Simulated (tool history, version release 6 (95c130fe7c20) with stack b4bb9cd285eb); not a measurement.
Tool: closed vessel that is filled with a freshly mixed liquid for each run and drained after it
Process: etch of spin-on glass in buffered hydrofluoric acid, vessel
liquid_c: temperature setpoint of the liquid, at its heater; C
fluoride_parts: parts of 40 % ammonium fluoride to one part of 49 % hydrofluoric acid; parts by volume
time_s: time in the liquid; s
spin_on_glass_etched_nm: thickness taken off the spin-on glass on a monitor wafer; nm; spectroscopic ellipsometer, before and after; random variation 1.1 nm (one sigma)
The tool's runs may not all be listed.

run 1 hour=0 | liquid_c=25 fluoride_parts=9.5 time_s=95 | spin_on_glass_etched_nm=252.08
run 2 hour=4.6 | liquid_c=27 fluoride_parts=9.5 time_s=95 | spin_on_glass_etched_nm=279.72
run 3 hour=5.5 | liquid_c=27 fluoride_parts=9.5 time_s=95 | spin_on_glass_etched_nm=279.54
run 4 hour=12.1 | liquid_c=27 fluoride_parts=7.5 time_s=95 | spin_on_glass_etched_nm=353.85
run 5 hour=16.5 | liquid_c=27 fluoride_parts=7.5 time_s=105 | spin_on_glass_etched_nm=389.35
-- hour=18.2 thermometer replaced
run 6 hour=18.2 | liquid_c=27 fluoride_parts=7.5 time_s=95 | spin_on_glass_etched_nm=372.91

Forecast run 7:
run 7 hour=25.2 | liquid_c=24.5 fluoride_parts=7.5 time_s=95 | spin_on_glass_etched_nm=?

Run 7 gave spin_on_glass_etched_nm 327.6 nm.
